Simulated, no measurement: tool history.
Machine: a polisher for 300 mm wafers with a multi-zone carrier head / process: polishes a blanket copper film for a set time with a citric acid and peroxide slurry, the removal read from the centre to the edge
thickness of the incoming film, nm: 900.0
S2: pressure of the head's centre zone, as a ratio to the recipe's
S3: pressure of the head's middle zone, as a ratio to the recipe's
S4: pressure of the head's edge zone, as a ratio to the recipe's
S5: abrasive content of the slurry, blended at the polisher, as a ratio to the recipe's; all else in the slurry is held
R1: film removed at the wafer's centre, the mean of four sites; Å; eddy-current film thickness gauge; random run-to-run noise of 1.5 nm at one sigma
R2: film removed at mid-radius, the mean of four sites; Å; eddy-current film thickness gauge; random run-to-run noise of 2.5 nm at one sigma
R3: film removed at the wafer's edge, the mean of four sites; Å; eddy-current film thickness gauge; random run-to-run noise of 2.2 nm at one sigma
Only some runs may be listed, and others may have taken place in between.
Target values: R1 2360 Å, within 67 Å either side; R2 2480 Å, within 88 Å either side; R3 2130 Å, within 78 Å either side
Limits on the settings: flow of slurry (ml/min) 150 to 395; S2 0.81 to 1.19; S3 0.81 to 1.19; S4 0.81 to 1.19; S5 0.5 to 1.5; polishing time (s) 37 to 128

run 1 hour=0 | flow_of_slurry_(ml/min)=250 S2=1 S3=1 S4=1 S5=1 polishing_time_(s)=82 | R1=2463 R2=2441.7 R3=2521.5
run 2 hour=2.8 | flow_of_slurry_(ml/min)=250 S2=1 S3=1 S4=0.97 S5=1 polishing_time_(s)=82 | R1=2438.3 R2=2485.6 R3=2441.2
run 3 hour=11.5 | flow_of_slurry_(ml/min)=240 S2=1.01 S3=1 S4=0.93 S5=1 polishing_time_(s)=82 | R1=2456.7 R2=2486.5 R3=2433.5
run 4 hour=12.8 | flow_of_slurry_(ml/min)=250 S2=1.02 S3=1.02 S4=0.9 S5=0.9 polishing_time_(s)=81 | R1=2385.1 R2=2472.3 R3=2317
-- hour=19.3 slurry nozzle cleaned
run 5 hour=19.3 | flow_of_slurry_(ml/min)=250 S2=1.02 S3=1.02 S4=0.9 S5=0.9 polishing_time_(s)=101 | R1=3147.4 R2=3167.7 R3=2956.7
run 6 hour=26.1 | flow_of_slurry_(ml/min)=265 S2=1.03 S3=1.03 S4=0.88 S5=0.8 polishing_time_(s)=95 | R1=2918.3 R2=2914.7 R3=2620.8
run 7 hour=31.2 | flow_of_slurry_(ml/min)=275 S2=0.96 S3=1.03 S4=0.82 S5=0.55 polishing_time_(s)=86 | R1=2199.5 R2=2334.1 R3=2105.5
run 8 hour=33.2 | flow_of_slurry_(ml/min)=290 S2=0.97 S3=1.04 S4=0.82 S5=0.55 polishing_time_(s)=86 | R1=2204.5 R2=2402.1 R3=2057.1
run 9 hour=40.3 | flow_of_slurry_(ml/min)=295 S2=1.02 S3=1.04 S4=0.86 S5=0.65 polishing_time_(s)=87 | R1=2462.9 R2=2530.4 R3=2254.9
run 10 hour=48.7 | flow_of_slurry_(ml/min)=295 S2=1.02 S3=1.04 S4=0.86 S5=0.65 polishing_time_(s)=87 | R1=2494.7 R2=2567.8 R3=2259.2

Which one of the following 5 next-run settings gets every result inside its allowed miss? There is exactly one.
run A hour=57.1 | flow_of_slurry_(ml/min)=350 S2=1.04 S3=1.1 S4=0.88 S5=0.5 polishing_time_(s)=87 | R1=? R2=? R3=?
run B hour=57.1 | flow_of_slurry_(ml/min)=235 S2=0.97 S3=1.01 S4=0.94 S5=0.85 polishing_time_(s)=81 | R1=? R2=? R3=?
run C hour=57.1 | flow_of_slurry_(ml/min)=315 S2=0.99 S3=1.07 S4=0.87 S5=0.65 polishing_time_(s)=88 | R1=? R2=? R3=?
run D hour=57.1 | flow_of_slurry_(ml/min)=295 S2=0.91 S3=1.05 S4=0.86 S5=0.7 polishing_time_(s)=89 | R1=? R2=? R3=?
run E hour=57.1 | flow_of_slurry_(ml/min)=315 S2=0.93 S3=0.95 S4=0.96 S5=0.55 polishing_time_(s)=94 | R1=? R2=? R3=?

move=A R1=2350 R2=2505.7 R3=2105.8
move=B R1=2353.5 R2=2513.8 R3=2351.4
move=C R1=2464.1 R2=2696.3 R3=2311
move=D R1=2341.1 R2=2737.5 R3=2373.4
move=E R1=2340 R2=2472.1 R3=2439
A: every result lands within tolerance
B: the worst result of the last run now meets its target, but another is out of spec
C: moves away from the targets compared with the last run
D: the worst result of the last run now meets its target, but another is out of spec
E: the worst result of the last run now meets its target, but another is out of spec
Go with A: it meets all targets.

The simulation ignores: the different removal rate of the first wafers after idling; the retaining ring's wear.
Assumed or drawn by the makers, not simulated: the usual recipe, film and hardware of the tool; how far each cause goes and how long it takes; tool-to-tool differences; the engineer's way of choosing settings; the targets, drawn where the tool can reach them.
